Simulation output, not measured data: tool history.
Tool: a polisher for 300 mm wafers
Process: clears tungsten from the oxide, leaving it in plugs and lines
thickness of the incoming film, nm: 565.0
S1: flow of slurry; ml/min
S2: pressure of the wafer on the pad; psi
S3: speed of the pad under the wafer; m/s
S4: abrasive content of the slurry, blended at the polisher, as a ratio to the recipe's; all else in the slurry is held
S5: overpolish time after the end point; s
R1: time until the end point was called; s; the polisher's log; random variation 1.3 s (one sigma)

Run 1, day 0.000: S1 200 ml/min, S2 3.0 psi, S3 1.12 m/s, S4 1.0, S5 12 s. Result: R1 114.840 s.
Run 2, day 0.354: S1 200 ml/min, S2 3.2 psi, S3 1.12 m/s, S4 1.0, S5 12 s. Result: R1 106.720 s.
Run 3, day 0.696: S1 200 ml/min, S2 3.4 psi, S3 1.12 m/s, S4 1.0, S5 12 s. Result: R1 101.360 s.
Run 4, day 0.929: S1 200 ml/min, S2 3.4 psi, S3 0.92 m/s, S4 1.0, S5 12 s. Result: R1 123.300 s.
Run 5, day 0.983: S1 200 ml/min, S2 3.7 psi, S3 0.94 m/s, S4 1.0, S5 12 s. Result: R1 109.800 s.
Run 6, day 1.050: S1 200 ml/min, S2 3.9 psi, S3 0.94 m/s, S4 1.0, S5 12 s. Result: R1 105.180 s.
Run 7, day 1.092: S1 200 ml/min, S2 4.1 psi, S3 0.94 m/s, S4 1.0, S5 12 s. Result: R1 97.482 s.
Run 8, day 1.138: S1 200 ml/min, S2 4.2 psi, S3 0.94 m/s, S4 1.0, S5 12 s. Result: R1 97.760 s.
Run 9, day 1.396: S1 200 ml/min, S2 4.3 psi, S3 0.94 m/s, S4 1.0, S5 12 s. Result: R1 93.581 s.

Run 10 comes next. What will it give?
Run 10, day 1.579: S1 200 ml/min, S2 4.4 psi, S3 0.94 m/s, S4 1.0, S5 12 s. Result: R1 ?.

{"run 10": {"R1": 94.12}}

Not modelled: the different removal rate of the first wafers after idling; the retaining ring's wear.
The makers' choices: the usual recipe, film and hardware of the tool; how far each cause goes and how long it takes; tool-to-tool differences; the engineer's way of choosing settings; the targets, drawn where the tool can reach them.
